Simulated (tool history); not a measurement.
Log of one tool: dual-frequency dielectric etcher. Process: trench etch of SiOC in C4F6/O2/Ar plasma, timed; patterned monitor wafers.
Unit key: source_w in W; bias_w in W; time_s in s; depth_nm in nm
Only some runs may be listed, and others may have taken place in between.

{"run": 1, "hour": 0.0, "source_w": 300, "bias_w": 152, "time_s": 13.5, "depth_nm": 21.916}
{"run": 2, "hour": 4.9, "source_w": 290, "bias_w": 151, "time_s": 13.5, "depth_nm": 21.664}
{"run": 3, "hour": 11.7, "source_w": 240, "bias_w": 151, "time_s": 13.5, "depth_nm": 19.718}
{"run": 4, "hour": 14.8, "source_w": 240, "bias_w": 151, "time_s": 12.5, "depth_nm": 18.324}
{"hour": 23.7, "done": "wet clean of the chamber"}
{"run": 5, "hour": 23.7, "source_w": 190, "bias_w": 151, "time_s": 12.5, "depth_nm": 16.55}
{"run": 6, "hour": 26.7, "source_w": 210, "bias_w": 152, "time_s": 12.5, "depth_nm": 17.493}
{"run": 7, "hour": 33.9, "source_w": 230, "bias_w": 153, "time_s": 12.5, "depth_nm": 18.534}

The next listed run, before its measurement:
{"run": 8, "hour": 40.5, "source_w": 240, "bias_w": 153, "time_s": 12.5, "depth_nm": "?"}

depth_nm: 18.894 nm
